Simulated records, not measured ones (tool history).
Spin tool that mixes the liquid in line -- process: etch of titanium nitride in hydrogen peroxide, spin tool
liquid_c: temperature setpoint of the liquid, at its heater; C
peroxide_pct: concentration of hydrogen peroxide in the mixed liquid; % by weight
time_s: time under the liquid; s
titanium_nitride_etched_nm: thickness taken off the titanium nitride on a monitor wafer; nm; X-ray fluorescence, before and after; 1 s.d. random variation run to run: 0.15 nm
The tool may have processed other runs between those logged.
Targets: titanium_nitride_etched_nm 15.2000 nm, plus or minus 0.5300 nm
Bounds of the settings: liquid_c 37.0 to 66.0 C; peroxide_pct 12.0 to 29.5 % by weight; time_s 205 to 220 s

run  hour  liquid_c  peroxide_pct  time_s  titanium_nitride_etched_nm
  1   0.0      53.0          20.0     205                     12.1620
  2   5.6      53.0          18.0     205                     12.0630
  3  12.8      53.5          18.0     205                     12.2950
  4  15.7      54.0          18.0     205                     12.9570
  5  18.3      47.5          18.0     205                      7.9725
  6  19.8      47.5          18.0     220                      8.5569
  7  28.5      48.5          18.0     220                      9.3129
  8  37.4      49.0          18.0     220                      9.5711
  9  46.0      49.5          18.0     220                      9.9807
 10  51.3      49.5          18.0     220                     10.1440
 11  55.0      50.0          18.0     220                     10.3530
     57.1  -- peroxide flow meter replaced
 12  57.1      50.5          18.0     220                     10.9310

Below are 4 possible settings for the next run. Only one of them brings all results inside the allowed miss of their targets. Which is it?
  A  59.2      57.5          20.0     220                           ?
  B  59.2      56.5          18.0     220                           ?
  C  59.2      55.5          15.5     220                           ?
  D  59.2      49.0          18.5     205                           ?

move  titanium_nitride_etched_nm
   A                     18.0890
   B                     16.5040
   C                     14.9140
   D                      9.0804
A: the result that was furthest off in the last run now lies on the other side of its target
B: the result that was furthest off in the last run now lies on the other side of its target
C: all results land within tolerance of their targets
D: misses by more than the last run did
Go with C: it meets all targets.

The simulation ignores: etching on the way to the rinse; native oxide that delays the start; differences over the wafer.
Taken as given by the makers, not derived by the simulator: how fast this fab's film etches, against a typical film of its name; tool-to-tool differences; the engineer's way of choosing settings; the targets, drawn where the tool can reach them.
